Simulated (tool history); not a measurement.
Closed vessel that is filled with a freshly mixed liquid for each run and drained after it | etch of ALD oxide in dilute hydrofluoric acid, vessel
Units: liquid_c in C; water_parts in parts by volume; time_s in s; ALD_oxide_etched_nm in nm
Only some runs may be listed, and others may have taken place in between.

run 1 hour=0 | liquid_c=24 water_parts=210 time_s=320 | ALD_oxide_etched_nm=24.695
run 2 hour=4.3 | liquid_c=24.5 water_parts=210 time_s=320 | ALD_oxide_etched_nm=25.272
run 3 hour=10.9 | liquid_c=25 water_parts=210 time_s=320 | ALD_oxide_etched_nm=25.745
run 4 hour=15.5 | liquid_c=25.5 water_parts=210 time_s=320 | ALD_oxide_etched_nm=26.094
run 5 hour=23.6 | liquid_c=26 water_parts=210 time_s=320 | ALD_oxide_etched_nm=26.528
run 6 hour=30 | liquid_c=26 water_parts=145 time_s=320 | ALD_oxide_etched_nm=41.423
run 7 hour=31.6 | liquid_c=24.5 water_parts=145 time_s=320 | ALD_oxide_etched_nm=39.423
run 8 hour=32.6 | liquid_c=23.5 water_parts=145 time_s=320 | ALD_oxide_etched_nm=37.561
run 9 hour=40.8 | liquid_c=22.5 water_parts=145 time_s=320 | ALD_oxide_etched_nm=36.656
run 10 hour=47.9 | liquid_c=21.5 water_parts=145 time_s=320 | ALD_oxide_etched_nm=34.916
run 11 hour=50.1 | liquid_c=21 water_parts=145 time_s=320 | ALD_oxide_etched_nm=34.221
run 12 hour=58.6 | liquid_c=20.5 water_parts=145 time_s=320 | ALD_oxide_etched_nm=33.708

What does the tool deliver on the next run?
run 13 hour=67.6 | liquid_c=17 water_parts=155 time_s=320 | ALD_oxide_etched_nm=?

{"run 13": {"ALD_oxide_etched_nm": 27.176}}
